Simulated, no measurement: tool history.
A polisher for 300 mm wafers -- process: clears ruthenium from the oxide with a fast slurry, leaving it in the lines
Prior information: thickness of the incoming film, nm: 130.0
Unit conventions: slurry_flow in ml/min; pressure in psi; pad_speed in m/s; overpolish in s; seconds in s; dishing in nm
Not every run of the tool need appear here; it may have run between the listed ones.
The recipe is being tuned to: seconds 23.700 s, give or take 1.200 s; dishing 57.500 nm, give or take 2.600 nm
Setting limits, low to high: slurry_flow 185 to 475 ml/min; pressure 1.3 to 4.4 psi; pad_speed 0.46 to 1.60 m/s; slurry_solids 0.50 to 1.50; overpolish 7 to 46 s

run	hour	slurry_flow	pressure	pad_speed	slurry_solids	overpolish	seconds	dishing
1	0.0	305	2.8	1.02	1.00	24	37.355	50.761
2	4.0	305	2.8	0.86	1.00	24	46.334	43.476
3	11.3	330	2.8	0.86	1.00	24	45.141	44.306
4	13.6	335	3.3	0.88	1.00	22	37.935	47.221
# hour 21.4: slurry blender recalibrated
5	21.4	335	3.6	0.92	1.00	21	28.598	56.042
6	26.5	265	3.6	0.92	1.00	21	30.380	55.097
7	30.4	265	3.8	0.92	1.00	19	27.982	53.022
8	36.7	265	3.9	0.92	1.00	19	27.731	54.286
9	45.0	265	4.4	0.94	1.00	16	23.717	51.498
10	47.9	265	4.3	0.96	1.00	17	23.668	54.991

Consider the 4 candidate settings below. Which is the only one whose results all fall within their allowed miss of target?
A	50.8	280	4.4	0.96	1.05	13	?	?
B	50.8	185	4.4	1.06	0.85	18	?	?
C	50.8	270	4.2	0.90	1.05	17	?	?
D	50.8	275	3.9	1.04	1.00	16	?	?

move	seconds	dishing
A	22.524	47.322
B	23.525	57.979
C	25.111	53.214
D	23.734	53.054
A: further off than the last run
B: in spec on every target
C: further off than the last run
D: further off than the last run
Answer: B
